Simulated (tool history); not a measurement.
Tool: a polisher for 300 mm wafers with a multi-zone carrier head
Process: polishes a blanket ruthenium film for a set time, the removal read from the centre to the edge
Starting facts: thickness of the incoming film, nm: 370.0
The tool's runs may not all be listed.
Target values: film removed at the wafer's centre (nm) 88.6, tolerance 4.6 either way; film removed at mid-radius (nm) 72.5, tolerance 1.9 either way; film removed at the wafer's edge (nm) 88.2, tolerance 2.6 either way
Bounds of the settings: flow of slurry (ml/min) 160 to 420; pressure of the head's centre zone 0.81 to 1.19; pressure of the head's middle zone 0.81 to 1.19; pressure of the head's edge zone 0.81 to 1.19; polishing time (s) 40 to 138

run,hour,flow of slurry (ml/min),pressure of the head's centre zone,pressure of the head's middle zone,pressure of the head's edge zone,polishing time (s),film removed at the wafer's centre (nm),film removed at mid-radius (nm),film removed at the wafer's edge (nm)
1,0,270,1,1,1,88,71.68,71.377,74.563
2,7.2,270,1,1,1,77,62.059,62.123,63.559
3,10.3,270,1.02,0.99,1.03,81,68.832,65.995,68.057
4,12.6,270,1.02,0.96,1.05,84,70.728,66.724,73.167
5,16.5,280,1.04,0.95,1.08,85,72.614,67.902,73.954
6,20,275,1.05,0.93,1.09,87,73.477,68.365,77.335
7,23.7,280,1.08,0.92,1.1,88,77.417,68.038,78.732
8,30.5,285,1.09,0.92,1.11,89,78.357,69.366,79.184
9,32.8,285,1.1,0.91,1.12,90,80.01,69.598,79.459
10,34.6,285,1.11,0.9,1.13,91,81.004,71.49,81.875
11,35.7,290,1.12,0.89,1.14,92,83.892,70.346,82.226

Exactly one of the 5 candidate moves below puts every result within its allowed miss. Which one?
A,36.8,175,0.95,0.84,1.19,107,?,?,?
B,36.8,305,1.14,0.85,1.15,96,?,?,?
C,36.8,350,1.05,0.85,1.13,102,?,?,?
D,36.8,285,1.12,0.92,1.16,98,?,?,?
E,36.8,310,1.15,1.07,1.08,83,?,?,?

move,film removed at the wafer's centre (nm),film removed at mid-radius (nm),film removed at the wafer's edge (nm)
A,76.543,76.261,94.345
B,88.09,72.926,86.882
C,87.232,78.4,92.272
D,87.782,77.064,88.632
E,77.028,71.339,72.693
A: takes the biggest miss from the last run beyond its target
B: every result within its allowed miss
C: takes the biggest miss from the last run beyond its target
D: brings the last run's worst result on target, with another outside its allowed miss
E: moves away from the targets compared with the last run
The right move is B.

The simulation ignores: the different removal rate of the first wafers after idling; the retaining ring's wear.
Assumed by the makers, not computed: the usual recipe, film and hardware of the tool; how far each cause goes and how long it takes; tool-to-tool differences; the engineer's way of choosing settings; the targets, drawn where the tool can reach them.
